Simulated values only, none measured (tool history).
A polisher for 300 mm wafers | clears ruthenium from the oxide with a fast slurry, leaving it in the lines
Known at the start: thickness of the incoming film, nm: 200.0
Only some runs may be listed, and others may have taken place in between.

| run | hour | flow of slurry (ml/min) | pressure of the wafer on the pad (psi) | speed of the pad under the wafer (cm/s) | abrasive content of the slurry | overpolish time after the end point (s) | time until the end point was called (s) | dishing of a wide line in a test structure (Å) |
|---|---|---|---|---|---|---|---|---|
| 1 | 0 | 135 | 1.9 | 104 | 1 | 9 | 72.938 | 187.52 |
| 2 | 2 | 105 | 1.9 | 104 | 1 | 9 | 78.934 | 171.09 |
| 3 | 5 | 115 | 2 | 104 | 1 | 9 | 72.503 | 192.2 |
| 4 | 14 | 115 | 2 | 104 | 0.8 | 9 | 81.39 | 174.47 |
| 5 | 16.9 | 115 | 1.7 | 104 | 0.8 | 9 | 97.431 | 147.71 |
| 6 | 21.8 | 125 | 1.9 | 104 | 0.8 | 9 | 84.982 | 160.88 |
| 7 | 28.5 | 130 | 2 | 104 | 0.8 | 9 | 79.318 | 176.44 |

For run 8, what comes out?
| 8 | 36 | 165 | 2.6 | 114 | 0.8 | 6 | ? | ? |

{"run 8": {"time until the end point was called (s)": 54.293, "dishing of a wide line in a test structure (Å)": 168.92}}
